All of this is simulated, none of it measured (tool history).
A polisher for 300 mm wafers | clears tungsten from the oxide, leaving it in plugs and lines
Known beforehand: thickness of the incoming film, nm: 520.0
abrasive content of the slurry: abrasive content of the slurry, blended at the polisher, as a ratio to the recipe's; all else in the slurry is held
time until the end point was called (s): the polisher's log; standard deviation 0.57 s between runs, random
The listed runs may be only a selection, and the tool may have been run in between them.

| run | hour | flow of slurry (ml/min) | pressure of the wafer on the pad (kPa) | speed of the pad under the wafer (m/s) | abrasive content of the slurry | overpolish time after the end point (s) | time until the end point was called (s) |
|---|---|---|---|---|---|---|---|
| 1 | 0.0 | 245 | 32.4 | 1.16 | 1.0 | 9 | 96.460 |
| 2 | 8.6 | 245 | 33.8 | 1.16 | 1.0 | 9 | 91.256 |
| 3 | 13.8 | 245 | 35.2 | 1.16 | 1.0 | 9 | 87.514 |
| 4 | 18.4 | 245 | 35.2 | 1.44 | 1.0 | 9 | 76.654 |
| 5 | 23.1 | 245 | 35.2 | 1.22 | 1.0 | 9 | 86.692 |
| 6 | 29.4 | 245 | 36.5 | 1.22 | 1.0 | 9 | 82.267 |
|  | 34.2 | worn pad replaced by a new one |
| 7 | 34.2 | 245 | 37.9 | 1.22 | 1.0 | 9 | 73.767 |

Run 8 is up next; what results do you expect?
| 8 | 40.9 | 250 | 44.8 | 1.22 | 1.0 | 9 | ? |

Run 8 gave time until the end point was called (s) 61.639.

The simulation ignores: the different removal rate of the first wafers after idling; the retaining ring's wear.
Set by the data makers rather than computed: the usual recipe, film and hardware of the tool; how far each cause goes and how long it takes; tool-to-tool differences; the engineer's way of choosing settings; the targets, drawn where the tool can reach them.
